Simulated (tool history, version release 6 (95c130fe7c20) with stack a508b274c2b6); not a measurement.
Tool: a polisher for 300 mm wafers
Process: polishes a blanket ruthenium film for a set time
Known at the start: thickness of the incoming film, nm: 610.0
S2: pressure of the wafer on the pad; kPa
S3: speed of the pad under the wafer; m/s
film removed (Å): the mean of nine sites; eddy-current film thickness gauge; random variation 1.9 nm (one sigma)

Run 1, hour 0: flow of slurry (ml/min) 205, S2 14.5 kPa, S3 1.2 m/s, polishing time (s) 73. Result: film removed (Å) 844.82.
Run 2, hour 2.9: flow of slurry (ml/min) 205, S2 15.2 kPa, S3 1.22 m/s, polishing time (s) 73. Result: film removed (Å) 912.55.
Run 3, hour 9.5: flow of slurry (ml/min) 205, S2 15.2 kPa, S3 1.4 m/s, polishing time (s) 73. Result: film removed (Å) 1034.
Run 4, hour 18.4: flow of slurry (ml/min) 180, S2 15.2 kPa, S3 1.4 m/s, polishing time (s) 73. Result: film removed (Å) 1013.7.
Run 5, hour 24.9: flow of slurry (ml/min) 180, S2 15.9 kPa, S3 1.4 m/s, polishing time (s) 73. Result: film removed (Å) 1026.6.
Run 6, hour 26.5: flow of slurry (ml/min) 190, S2 16.5 kPa, S3 1.4 m/s, polishing time (s) 73. Result: film removed (Å) 1082.7.
Run 7, hour 31.9: flow of slurry (ml/min) 190, S2 20.7 kPa, S3 1.44 m/s, polishing time (s) 73. Result: film removed (Å) 1378.6.

Run 8 comes next. What will it give?
Run 8, hour 40.7: flow of slurry (ml/min) 195, S2 20.7 kPa, S3 1.44 m/s, polishing time (s) 73. Result: film removed (Å) ?.

film removed (Å): 1376
